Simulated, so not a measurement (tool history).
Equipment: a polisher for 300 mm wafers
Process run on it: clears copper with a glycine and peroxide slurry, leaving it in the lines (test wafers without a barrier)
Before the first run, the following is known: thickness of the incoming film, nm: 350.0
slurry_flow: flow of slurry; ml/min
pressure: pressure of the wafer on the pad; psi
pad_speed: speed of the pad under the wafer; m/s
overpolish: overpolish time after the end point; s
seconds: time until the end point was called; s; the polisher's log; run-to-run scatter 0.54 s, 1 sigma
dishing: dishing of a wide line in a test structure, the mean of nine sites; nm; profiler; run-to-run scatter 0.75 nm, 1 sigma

{"run": 1, "hour": 0.0, "slurry_flow": 265, "pressure": 1.7, "pad_speed": 1.3, "overpolish": 23, "seconds": 64.765, "dishing": 70.19}
{"run": 2, "hour": 5.1, "slurry_flow": 265, "pressure": 1.7, "pad_speed": 1.3, "overpolish": 29, "seconds": 65.232, "dishing": 79.134}
{"run": 3, "hour": 14.1, "slurry_flow": 265, "pressure": 1.3, "pad_speed": 1.3, "overpolish": 29, "seconds": 78.127, "dishing": 73.047}
{"run": 4, "hour": 16.7, "slurry_flow": 240, "pressure": 1.6, "pad_speed": 1.26, "overpolish": 24, "seconds": 70.376, "dishing": 66.525}
{"run": 5, "hour": 21.7, "slurry_flow": 220, "pressure": 1.9, "pad_speed": 1.22, "overpolish": 20, "seconds": 65.642, "dishing": 63.65}
{"run": 6, "hour": 26.9, "slurry_flow": 205, "pressure": 1.9, "pad_speed": 1.38, "overpolish": 17, "seconds": 59.724, "dishing": 59.595}
{"run": 7, "hour": 35.7, "slurry_flow": 160, "pressure": 1.5, "pad_speed": 1.74, "overpolish": 7, "seconds": 60.766, "dishing": 29.346}
{"run": 8, "hour": 40.5, "slurry_flow": 200, "pressure": 2, "pad_speed": 2, "overpolish": 8, "seconds": 44.124, "dishing": 42.523}

Expected results for the next run?
{"run": 9, "hour": 47.3, "slurry_flow": 195, "pressure": 2, "pad_speed": 2, "overpolish": 8, "seconds": "?", "dishing": "?"}

seconds: 42.95 s
dishing: 42.885 nm

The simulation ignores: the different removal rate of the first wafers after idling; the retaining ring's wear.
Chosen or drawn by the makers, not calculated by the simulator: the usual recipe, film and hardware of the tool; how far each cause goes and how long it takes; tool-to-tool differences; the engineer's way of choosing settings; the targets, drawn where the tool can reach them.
